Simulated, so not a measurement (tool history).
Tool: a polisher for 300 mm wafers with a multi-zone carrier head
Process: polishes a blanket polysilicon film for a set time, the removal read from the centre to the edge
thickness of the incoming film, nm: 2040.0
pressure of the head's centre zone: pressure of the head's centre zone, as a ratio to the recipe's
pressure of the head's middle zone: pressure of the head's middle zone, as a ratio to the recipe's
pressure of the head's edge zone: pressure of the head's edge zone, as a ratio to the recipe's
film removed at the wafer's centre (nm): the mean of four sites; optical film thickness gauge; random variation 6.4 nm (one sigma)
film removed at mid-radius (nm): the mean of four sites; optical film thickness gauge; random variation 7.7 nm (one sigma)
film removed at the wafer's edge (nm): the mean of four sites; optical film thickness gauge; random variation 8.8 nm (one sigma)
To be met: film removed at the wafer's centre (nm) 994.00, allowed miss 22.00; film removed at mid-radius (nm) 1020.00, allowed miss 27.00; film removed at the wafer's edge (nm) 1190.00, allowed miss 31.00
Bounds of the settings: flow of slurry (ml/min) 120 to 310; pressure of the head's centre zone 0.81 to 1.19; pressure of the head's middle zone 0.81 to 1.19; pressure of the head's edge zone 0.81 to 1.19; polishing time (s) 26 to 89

run	hour	flow of slurry (ml/min)	pressure of the head's centre zone	pressure of the head's middle zone	pressure of the head's edge zone	polishing time (s)	film removed at the wafer's centre (nm)	film removed at mid-radius (nm)	film removed at the wafer's edge (nm)
1	0.0	200	1.00	1.00	1.00	57	769.62	761.86	783.42
2	7.5	200	1.00	1.06	1.00	57	783.97	808.16	793.16
3	13.6	200	0.99	1.04	1.03	60	802.91	838.88	836.28
4	21.0	200	0.99	1.04	1.08	60	808.33	841.90	842.09
5	24.9	200	0.99	1.04	1.08	52	697.38	713.72	738.18
6	29.8	200	0.97	1.01	1.10	57	753.09	780.44	821.72
7	38.2	200	0.97	1.01	1.10	57	750.93	771.21	824.57
8	40.2	210	0.93	0.96	1.19	73	955.04	967.50	1104.00
9	46.1	210	0.93	0.96	1.19	73	947.67	952.15	1115.20
10	53.1	220	0.93	0.96	1.19	73	947.62	963.39	1101.90
11	61.8	215	0.93	0.96	1.19	74	958.76	962.52	1123.10
12	64.2	215	0.93	0.96	1.19	74	960.62	968.42	1125.20

4 next moves are on the table. One of them brings every result within its allowed miss. Which?
A	66.6	240	0.94	0.90	1.00	74	?	?	?
B	66.6	275	0.87	0.92	1.15	78	?	?	?
C	66.6	250	0.98	0.98	1.11	72	?	?	?
D	66.6	185	0.91	0.96	1.19	75	?	?	?

move	film removed at the wafer's centre (nm)	film removed at mid-radius (nm)	film removed at the wafer's edge (nm)
A	979.39	930.31	1033.80
B	990.77	1015.00	1182.60
C	990.28	976.58	1062.20
D	928.10	957.35	1110.50
A: further off than the last run
B: meets every target
C: further off than the last run
D: further off than the last run
Move B is the one to make.
